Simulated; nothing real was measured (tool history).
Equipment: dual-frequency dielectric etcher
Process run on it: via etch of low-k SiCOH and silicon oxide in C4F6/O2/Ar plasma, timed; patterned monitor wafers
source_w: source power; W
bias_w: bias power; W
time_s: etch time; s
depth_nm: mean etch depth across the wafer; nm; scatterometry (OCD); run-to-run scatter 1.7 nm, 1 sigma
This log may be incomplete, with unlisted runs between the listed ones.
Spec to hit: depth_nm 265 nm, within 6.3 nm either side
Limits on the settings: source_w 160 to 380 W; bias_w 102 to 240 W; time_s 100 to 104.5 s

| run | day | source_w | bias_w | time_s | depth_nm |
|---|---|---|---|---|---|
| 1 | 0 | 270 | 171 | 100 | 226.07 |
| 2 | 0.346 | 280 | 173 | 100 | 231.32 |
| 3 | 0.508 | 280 | 189 | 100 | 238.24 |
| 4 | 0.775 | 280 | 189 | 100 | 240 |
| 5 | 1.062 | 240 | 189 | 100 | 221.16 |
| 6 | 1.429 | 250 | 190 | 100 | 227.26 |
| 7 | 1.754 | 260 | 191 | 100 | 235.07 |
| 8 | 1.883 | 270 | 192 | 100 | 238.68 |
| 9 | 1.933 | 280 | 193 | 100 | 238.37 |
| 10 | 2.042 | 290 | 195 | 100 | 247.2 |
| 11 | 2.171 | 290 | 196 | 100 | 248.27 |
| 12 | 2.533 | 310 | 198 | 100 | 258.37 |

Of the 4 settings listed for the next run, only one would bring every result within its allowed miss of target. Which one?
| A | 2.896 | 300 | 182 | 101 | ? |
| B | 2.896 | 340 | 160 | 101.5 | ? |
| C | 2.896 | 280 | 212 | 104.5 | ? |
| D | 2.896 | 330 | 177 | 100 | ? |

| move | depth_nm |
|---|---|
| A | 243.66 |
| B | 245.84 |
| C | 260.61 |
| D | 249.57 |
A: misses by more than the last run did
B: misses by more than the last run did
C: all results in spec
D: misses by more than the last run did
Go with C: it meets all targets.
